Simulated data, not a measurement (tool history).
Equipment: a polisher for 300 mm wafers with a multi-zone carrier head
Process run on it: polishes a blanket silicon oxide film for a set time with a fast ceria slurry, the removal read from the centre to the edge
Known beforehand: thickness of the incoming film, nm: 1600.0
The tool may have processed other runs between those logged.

run    day  flow of slurry (ml/min)  pressure of the head's centre zone  pressure of the head's middle zone  pressure of the head's edge zone  polishing time (s)  film removed at the wafer's centre (nm)  film removed at mid-radius (nm)  film removed at the wafer's edge (nm)
  1  0.000                      170                                1.00                                1.00                              1.00                  50                                   529.55                           533.83                                 526.88
  2  0.321                      170                                1.04                                1.00                              1.00                  50                                   545.83                           531.51                                 527.85
  3  0.583                      160                                0.99                                0.99                              0.96                  43                                   452.14                           449.87                                 442.01
  4  0.929                      150                                0.94                                0.98                              0.93                  39                                   382.68                           398.08                                 392.80
  5  1.008                      150                                0.94                                0.94                              0.93                  39                                   377.68                           393.29                                 391.55
  6  1.075                      150                                0.91                                0.94                              0.93                  39                                   359.39                           387.33                                 395.85

Run 7 has not been measured yet. What should we expect?
  7  1.254                      145                                0.90                                0.94                              0.90                  37                                        ?                                ?                                      ?

Run 7 yielded film removed at the wafer's centre (nm) 337.28, film removed at mid-radius (nm) 368.30, film removed at the wafer's edge (nm) 370.17.
